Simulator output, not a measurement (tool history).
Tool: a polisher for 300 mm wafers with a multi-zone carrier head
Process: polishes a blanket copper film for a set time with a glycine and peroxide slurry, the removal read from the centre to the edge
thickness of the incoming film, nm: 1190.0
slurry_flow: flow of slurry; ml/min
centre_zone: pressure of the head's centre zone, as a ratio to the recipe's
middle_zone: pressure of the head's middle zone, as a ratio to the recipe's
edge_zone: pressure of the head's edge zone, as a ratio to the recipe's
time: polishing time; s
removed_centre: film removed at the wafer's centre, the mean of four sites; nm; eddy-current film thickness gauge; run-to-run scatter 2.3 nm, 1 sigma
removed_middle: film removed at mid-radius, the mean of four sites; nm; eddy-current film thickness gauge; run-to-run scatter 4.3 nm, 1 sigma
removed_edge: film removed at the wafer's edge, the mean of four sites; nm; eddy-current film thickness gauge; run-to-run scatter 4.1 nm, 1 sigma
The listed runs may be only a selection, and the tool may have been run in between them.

run 1 hour=0 | slurry_flow=195 centre_zone=1 middle_zone=1 edge_zone=1 time=83 | removed_centre=393.07 removed_middle=408.52 removed_edge=411.01
run 2 hour=5.3 | slurry_flow=185 centre_zone=0.99 middle_zone=0.95 edge_zone=0.97 time=79 | removed_centre=365.08 removed_middle=356.51 removed_edge=387.1
run 3 hour=10.2 | slurry_flow=185 centre_zone=0.99 middle_zone=0.95 edge_zone=0.97 time=72 | removed_centre=330.08 removed_middle=338.47 removed_edge=353.34
run 4 hour=18.1 | slurry_flow=185 centre_zone=0.99 middle_zone=0.89 edge_zone=0.97 time=72 | removed_centre=331.77 removed_middle=315.63 removed_edge=353.94
run 5 hour=20.7 | slurry_flow=170 centre_zone=0.99 middle_zone=0.89 edge_zone=0.97 time=72 | removed_centre=326.18 removed_middle=312.95 removed_edge=349.75
run 6 hour=27.1 | slurry_flow=170 centre_zone=0.99 middle_zone=0.89 edge_zone=0.97 time=90 | removed_centre=407.06 removed_middle=379.03 removed_edge=434.02
run 7 hour=33.9 | slurry_flow=170 centre_zone=0.99 middle_zone=0.88 edge_zone=0.94 time=85 | removed_centre=385.01 removed_middle=366.47 removed_edge=407.19
run 8 hour=35.6 | slurry_flow=170 centre_zone=1 middle_zone=0.87 edge_zone=0.93 time=80 | removed_centre=365.32 removed_middle=344.37 removed_edge=379.28
run 9 hour=38 | slurry_flow=165 centre_zone=1 middle_zone=0.85 edge_zone=0.92 time=77 | removed_centre=346.78 removed_middle=320.25 removed_edge=368.57

Run 10 comes next. What will it give?
run 10 hour=41.5 | slurry_flow=165 centre_zone=1.01 middle_zone=0.85 edge_zone=0.91 time=75 | removed_centre=? removed_middle=? removed_edge=?

{"run 10": {"removed_centre": 346.06, "removed_middle": 310.65, "removed_edge": 356.5}}

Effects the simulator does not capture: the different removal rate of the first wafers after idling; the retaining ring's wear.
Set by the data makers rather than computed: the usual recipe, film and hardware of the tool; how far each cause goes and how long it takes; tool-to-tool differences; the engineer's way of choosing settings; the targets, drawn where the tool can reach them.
